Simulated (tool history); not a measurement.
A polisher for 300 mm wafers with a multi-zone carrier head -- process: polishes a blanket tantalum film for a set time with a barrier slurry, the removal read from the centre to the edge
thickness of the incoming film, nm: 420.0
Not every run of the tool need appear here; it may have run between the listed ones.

| run | day | flow of slurry (ml/min) | pressure of the head's centre zone | pressure of the head's middle zone | pressure of the head's edge zone | abrasive content of the slurry | polishing time (s) | film removed at the wafer's centre (Å) | film removed at mid-radius (Å) | film removed at the wafer's edge (Å) |
|---|---|---|---|---|---|---|---|---|---|---|
| 1 | 0.000 | 220 | 1.00 | 1.00 | 1.00 | 1.00 | 72 | 738.25 | 739.34 | 776.96 |
| 2 | 0.229 | 220 | 1.00 | 1.00 | 1.00 | 1.00 | 82 | 838.45 | 853.24 | 893.88 |
| 3 | 0.300 | 220 | 1.01 | 0.98 | 0.95 | 0.85 | 75 | 747.85 | 725.02 | 754.34 |
| 4 | 0.429 | 220 | 1.06 | 0.98 | 0.95 | 0.85 | 75 | 781.12 | 725.90 | 758.40 |
|  | 0.638 | slurry nozzle cleaned |
| 5 | 0.638 | 220 | 1.15 | 0.98 | 0.95 | 0.85 | 75 | 889.32 | 765.46 | 796.76 |
| 6 | 0.917 | 235 | 1.10 | 0.96 | 0.91 | 0.75 | 70 | 776.05 | 681.16 | 701.98 |
| 7 | 1.004 | 225 | 1.07 | 0.95 | 0.88 | 0.65 | 67 | 699.95 | 610.42 | 640.55 |
| 8 | 1.146 | 225 | 1.05 | 0.96 | 0.86 | 0.60 | 64 | 636.36 | 584.68 | 588.33 |

The next listed run, before its measurement:
| 9 | 1.204 | 210 | 1.04 | 0.95 | 0.84 | 0.55 | 63 | ? | ? | ? |

film removed at the wafer's centre (Å): 602.11
film removed at mid-radius (Å): 555.91
film removed at the wafer's edge (Å): 559.60
